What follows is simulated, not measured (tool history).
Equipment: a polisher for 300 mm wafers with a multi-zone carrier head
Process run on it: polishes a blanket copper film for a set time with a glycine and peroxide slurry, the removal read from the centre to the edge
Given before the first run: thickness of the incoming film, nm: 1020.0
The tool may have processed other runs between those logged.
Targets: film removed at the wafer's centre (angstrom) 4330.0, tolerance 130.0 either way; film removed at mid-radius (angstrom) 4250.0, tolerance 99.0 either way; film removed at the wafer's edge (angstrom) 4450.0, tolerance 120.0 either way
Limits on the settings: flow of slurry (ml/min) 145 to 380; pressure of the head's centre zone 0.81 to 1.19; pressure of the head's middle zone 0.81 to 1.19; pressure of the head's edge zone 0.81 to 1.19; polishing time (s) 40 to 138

run    day  flow of slurry (ml/min)  pressure of the head's centre zone  pressure of the head's middle zone  pressure of the head's edge zone  polishing time (s)  film removed at the wafer's centre (angstrom)  film removed at mid-radius (angstrom)  film removed at the wafer's edge (angstrom)
  1  0.000                      245                                1.00                                1.00                              1.00                  88                                         3037.3                                 3022.1                                       3006.3
  2  0.271                      245                                1.00                                0.92                              1.00                  88                                         3043.9                                 2777.8                                       3018.7
  3  0.629                      210                                1.00                                0.92                              1.00                  88                                         2916.7                                 2734.1                                       2970.0
  4  0.850                      210                                1.00                                0.99                              1.00                  88                                         2951.9                                 2885.7                                       2956.9
  5  0.946                      210                                0.94                                0.99                              1.00                  88                                         2865.1                                 2939.1                                       2962.3
  6  0.983                      225                                0.96                                1.00                              1.04                  94                                         3094.2                                 3160.6                                       3226.9
  7  1.267                      235                                0.98                                1.01                              1.07                  99                                         3358.8                                 3389.9                                       3478.1
  8  1.454                      235                                0.98                                1.01                              1.07                  99                                         3339.1                                 3351.4                                       3436.6

Consider the 5 candidate settings below. Which is the only one whose results all fall within their allowed miss of target?
  A  1.642                      240                                0.89                                0.96                              1.02                 129                                              ?                                      ?                                            ?
  B  1.642                      195                                1.03                                1.03                              1.16                 124                                              ?                                      ?                                            ?
  C  1.642                      295                                1.02                                1.02                              1.01                 127                                              ?                                      ?                                            ?
  D  1.642                      285                                1.00                                1.07                              1.11                 124                                              ?                                      ?                                            ?
  E  1.642                      275                                1.10                                1.08                              1.01                 121                                              ?                                      ?                                            ?

move  film removed at the wafer's centre (angstrom)  film removed at mid-radius (angstrom)  film removed at the wafer's edge (angstrom)
   A                                         3900.9                                 4231.3                                       4394.5
   B                                         4236.3                                 4226.1                                       4369.7
   C                                         4482.6                                 4461.1                                       4366.6
   D                                         4280.1                                 4523.5                                       4407.5
   E                                         4573.0                                 4433.9                                       4138.2
A: meets the target for the result that was furthest off, but another lies outside its allowed miss
B: each result inside its tolerance
C: carries the result that was furthest off beyond its target, to the other side
D: carries the result that was furthest off beyond its target, to the other side
E: carries the result that was furthest off beyond its target, to the other side
Answer: B
